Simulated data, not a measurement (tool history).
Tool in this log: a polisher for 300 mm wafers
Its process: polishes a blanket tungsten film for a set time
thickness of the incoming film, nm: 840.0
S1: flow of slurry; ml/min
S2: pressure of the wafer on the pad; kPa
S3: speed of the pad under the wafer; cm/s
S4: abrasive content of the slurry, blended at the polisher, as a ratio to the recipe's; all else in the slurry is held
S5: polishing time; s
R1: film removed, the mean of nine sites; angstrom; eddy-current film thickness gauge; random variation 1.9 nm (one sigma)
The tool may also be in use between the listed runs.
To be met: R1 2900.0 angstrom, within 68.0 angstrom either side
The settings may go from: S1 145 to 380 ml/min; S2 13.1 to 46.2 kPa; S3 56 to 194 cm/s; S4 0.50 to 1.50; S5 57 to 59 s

run,hour,S1,S2,S3,S4,S5,R1
1,0.0,245,29.6,124,1.00,57,4255.6
2,6.2,245,29.6,124,1.10,57,4338.7
3,13.4,245,29.6,124,1.10,59,4475.4
4,22.0,240,26.2,124,1.10,59,3961.5
5,30.1,235,24.1,124,1.10,59,3629.2
6,35.5,225,22.8,124,1.10,59,3439.6
7,40.8,215,21.4,124,1.10,59,3197.0
8,44.7,200,20.7,124,1.10,59,3086.1
9,50.5,190,20.7,124,1.10,59,3083.8
10,57.2,185,20.7,124,1.10,59,3059.3
11,59.1,170,19.3,124,1.10,59,2814.3
12,61.5,175,19.3,124,1.10,59,2843.3

Which of these 4 next moves meets every target?
A,63.9,155,19.3,120,1.15,59,?
B,63.9,160,17.9,126,1.30,59,?
C,63.9,205,19.3,124,1.20,58,?
D,63.9,205,21.4,120,1.05,59,?

move,R1
A,2736.3
B,2765.5
C,2935.1
D,3092.5
A: moves away from the targets compared with the last run
B: moves away from the targets compared with the last run
C: hits every target within its allowed miss
D: carries the result that was furthest off beyond its target, to the other side
The move that meets every target is C.
